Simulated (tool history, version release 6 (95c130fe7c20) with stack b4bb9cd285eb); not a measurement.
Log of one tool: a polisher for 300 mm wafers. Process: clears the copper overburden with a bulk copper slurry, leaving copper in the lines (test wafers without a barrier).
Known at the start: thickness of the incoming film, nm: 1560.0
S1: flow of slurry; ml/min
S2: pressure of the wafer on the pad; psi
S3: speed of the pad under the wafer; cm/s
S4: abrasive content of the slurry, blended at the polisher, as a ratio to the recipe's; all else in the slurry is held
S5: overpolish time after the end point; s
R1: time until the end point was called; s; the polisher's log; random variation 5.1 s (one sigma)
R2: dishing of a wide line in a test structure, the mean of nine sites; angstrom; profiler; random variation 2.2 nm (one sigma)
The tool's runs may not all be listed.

{"run": 1, "day": 0.0, "S1": 180, "S2": 3.1, "S3": 136, "S4": 1.0, "S5": 22, "R1": 143.64, "R2": 1078.9}
{"run": 2, "day": 0.296, "S1": 180, "S2": 3.4, "S3": 136, "S4": 1.0, "S5": 22, "R1": 128.44, "R2": 1157.2}
{"run": 3, "day": 0.458, "S1": 180, "S2": 2.9, "S3": 130, "S4": 1.0, "S5": 26, "R1": 158.78, "R2": 1114.5}
{"run": 4, "day": 0.642, "S1": 180, "S2": 2.5, "S3": 124, "S4": 1.0, "S5": 29, "R1": 189.87, "R2": 1088.3}
{"run": 5, "day": 0.7, "S1": 180, "S2": 2.2, "S3": 120, "S4": 1.0, "S5": 31, "R1": 224.15, "R2": 987.81}
{"run": 6, "day": 0.9, "S1": 180, "S2": 2.0, "S3": 118, "S4": 1.0, "S5": 33, "R1": 239.24, "R2": 974.1}
{"run": 7, "day": 1.254, "S1": 180, "S2": 2.0, "S3": 118, "S4": 1.0, "S5": 33, "R1": 246.99, "R2": 985.3}
{"run": 8, "day": 1.375, "S1": 180, "S2": 1.9, "S3": 118, "S4": 1.0, "S5": 34, "R1": 256.35, "R2": 948.63}
{"run": 9, "day": 1.683, "S1": 180, "S2": 1.8, "S3": 116, "S4": 1.0, "S5": 36, "R1": 276.4, "R2": 915.41}
{"run": 10, "day": 1.792, "S1": 180, "S2": 1.9, "S3": 112, "S4": 1.0, "S5": 38, "R1": 276.01, "R2": 990.7}
{"run": 11, "day": 1.833, "S1": 180, "S2": 1.9, "S3": 112, "S4": 1.0, "S5": 39, "R1": 281.94, "R2": 967.82}
{"run": 12, "day": 2.033, "S1": 180, "S2": 1.9, "S3": 112, "S4": 1.0, "S5": 40, "R1": 270.32, "R2": 1043.7}

Run 13 comes next. What will it give?
{"run": 13, "day": 2.212, "S1": 180, "S2": 1.5, "S3": 110, "S4": 1.0, "S5": 40, "R1": "?", "R2": "?"}

R1: 344.43 s
R2: 838.28 angstrom
